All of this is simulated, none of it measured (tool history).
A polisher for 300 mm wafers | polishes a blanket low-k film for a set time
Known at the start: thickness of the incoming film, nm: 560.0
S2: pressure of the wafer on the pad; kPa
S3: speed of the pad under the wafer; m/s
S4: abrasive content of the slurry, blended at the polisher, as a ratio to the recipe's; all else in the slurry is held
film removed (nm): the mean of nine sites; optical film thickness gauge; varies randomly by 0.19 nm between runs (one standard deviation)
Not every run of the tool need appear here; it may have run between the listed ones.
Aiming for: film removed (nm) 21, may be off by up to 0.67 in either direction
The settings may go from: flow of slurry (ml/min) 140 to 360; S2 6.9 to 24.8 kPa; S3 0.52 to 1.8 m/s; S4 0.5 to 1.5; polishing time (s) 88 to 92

{"run": 1, "hour": 0.0, "flow of slurry (ml/min)": 230, "S2": 15.9, "S3": 1.16, "S4": 1, "polishing time (s)": 88, "film removed (nm)": 46.461}
{"run": 2, "hour": 2.0, "flow of slurry (ml/min)": 190, "S2": 15.9, "S3": 1.16, "S4": 1, "polishing time (s)": 88, "film removed (nm)": 45.143}
{"run": 3, "hour": 6.2, "flow of slurry (ml/min)": 190, "S2": 15.9, "S3": 1.16, "S4": 1, "polishing time (s)": 92, "film removed (nm)": 46.5}
{"run": 4, "hour": 11.2, "flow of slurry (ml/min)": 180, "S2": 13.1, "S3": 1.08, "S4": 1, "polishing time (s)": 92, "film removed (nm)": 36.138}
{"run": 5, "hour": 13.1, "flow of slurry (ml/min)": 180, "S2": 13.1, "S3": 1.08, "S4": 1, "polishing time (s)": 92, "film removed (nm)": 35.806}
{"run": 6, "hour": 15.3, "flow of slurry (ml/min)": 180, "S2": 17.2, "S3": 1.08, "S4": 1, "polishing time (s)": 92, "film removed (nm)": 47.53}
{"run": 7, "hour": 20.3, "flow of slurry (ml/min)": 175, "S2": 13.8, "S3": 1.04, "S4": 1, "polishing time (s)": 92, "film removed (nm)": 36.325}
{"run": 8, "hour": 28.5, "flow of slurry (ml/min)": 170, "S2": 11.7, "S3": 1.02, "S4": 1, "polishing time (s)": 92, "film removed (nm)": 31.426}
{"run": 9, "hour": 29.4, "flow of slurry (ml/min)": 165, "S2": 10.3, "S3": 0.98, "S4": 1, "polishing time (s)": 92, "film removed (nm)": 26.447}
{"run": 10, "hour": 31.6, "flow of slurry (ml/min)": 160, "S2": 9.7, "S3": 0.98, "S4": 1, "polishing time (s)": 92, "film removed (nm)": 24.299}
{"run": 11, "hour": 39.2, "flow of slurry (ml/min)": 155, "S2": 9, "S3": 0.98, "S4": 1, "polishing time (s)": 92, "film removed (nm)": 23.119}
{"run": 12, "hour": 43.3, "flow of slurry (ml/min)": 155, "S2": 7.6, "S3": 0.98, "S4": 1, "polishing time (s)": 92, "film removed (nm)": 19.83}
{"run": 13, "hour": 49.3, "flow of slurry (ml/min)": 160, "S2": 7.6, "S3": 0.98, "S4": 1, "polishing time (s)": 92, "film removed (nm)": 19.658}

Next run, 4 choices. One meets every target within its allowed miss, the rest don't. Which?
{"run": "A", "hour": 55.3, "flow of slurry (ml/min)": 155, "S2": 7.6, "S3": 0.94, "S4": 1.05, "polishing time (s)": 92, "film removed (nm)": "?"}
{"run": "B", "hour": 55.3, "flow of slurry (ml/min)": 195, "S2": 7.6, "S3": 1.04, "S4": 1, "polishing time (s)": 92, "film removed (nm)": "?"}
{"run": "C", "hour": 55.3, "flow of slurry (ml/min)": 165, "S2": 10.3, "S3": 0.86, "S4": 0.9, "polishing time (s)": 92, "film removed (nm)": "?"}
{"run": "D", "hour": 55.3, "flow of slurry (ml/min)": 175, "S2": 8.3, "S3": 0.92, "S4": 0.9, "polishing time (s)": 92, "film removed (nm)": "?"}

move=A film_removed_(nm)=19.397
move=B film_removed_(nm)=21.169
move=C film_removed_(nm)=22.569
move=D film_removed_(nm)=19.428
A: the biggest miss grows against the last run
B: meets every target
C: carries the result that was furthest off beyond its target, to the other side
D: the biggest miss grows against the last run
The right move is B.

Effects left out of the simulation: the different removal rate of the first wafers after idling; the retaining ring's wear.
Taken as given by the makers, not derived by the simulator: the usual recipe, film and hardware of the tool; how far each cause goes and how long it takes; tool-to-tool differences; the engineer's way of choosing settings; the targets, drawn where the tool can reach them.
